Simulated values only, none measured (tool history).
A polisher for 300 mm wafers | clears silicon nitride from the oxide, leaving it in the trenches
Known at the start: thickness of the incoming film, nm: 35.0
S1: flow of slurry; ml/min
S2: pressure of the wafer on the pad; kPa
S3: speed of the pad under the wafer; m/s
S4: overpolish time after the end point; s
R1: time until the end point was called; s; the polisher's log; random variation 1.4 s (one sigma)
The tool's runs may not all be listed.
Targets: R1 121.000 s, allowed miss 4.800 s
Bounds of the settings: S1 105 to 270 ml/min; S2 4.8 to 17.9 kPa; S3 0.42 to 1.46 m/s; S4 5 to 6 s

run 1 hour=0.0 | S1=175 S2=11.0 S3=0.94 S4=6 | R1=78.144
run 2 hour=7.0 | S1=175 S2=11.0 S3=0.94 S4=6 | R1=79.219
run 3 hour=14.0 | S1=175 S2=11.0 S3=1.04 S4=6 | R1=69.613
run 4 hour=20.7 | S1=175 S2=9.7 S3=1.04 S4=6 | R1=80.370
run 5 hour=29.1 | S1=175 S2=11.7 S3=1.04 S4=6 | R1=66.645
run 6 hour=31.4 | S1=175 S2=11.7 S3=1.04 S4=5 | R1=65.486
run 7 hour=36.4 | S1=175 S2=10.3 S3=1.04 S4=5 | R1=74.930
run 8 hour=39.0 | S1=175 S2=9.0 S3=1.04 S4=5 | R1=83.454
run 9 hour=43.4 | S1=175 S2=7.6 S3=1.04 S4=5 | R1=100.510
run 10 hour=47.1 | S1=175 S2=6.9 S3=1.04 S4=5 | R1=109.130

4 next moves are on the table. One of them brings every result within its allowed miss. Which?
run A hour=50.8 | S1=195 S2=8.3 S3=0.90 S4=6 | R1=?
run B hour=50.8 | S1=165 S2=6.9 S3=0.94 S4=6 | R1=?
run C hour=50.8 | S1=190 S2=5.5 S3=1.04 S4=5 | R1=?
run D hour=50.8 | S1=230 S2=6.2 S3=0.88 S4=5 | R1=?

move=A R1=104.590
move=B R1=122.630
move=C R1=134.210
move=D R1=137.590
A: further off than the last run
B: meets every target
C: takes the result that was furthest off past its target
D: takes the result that was furthest off past its target
Answer: B
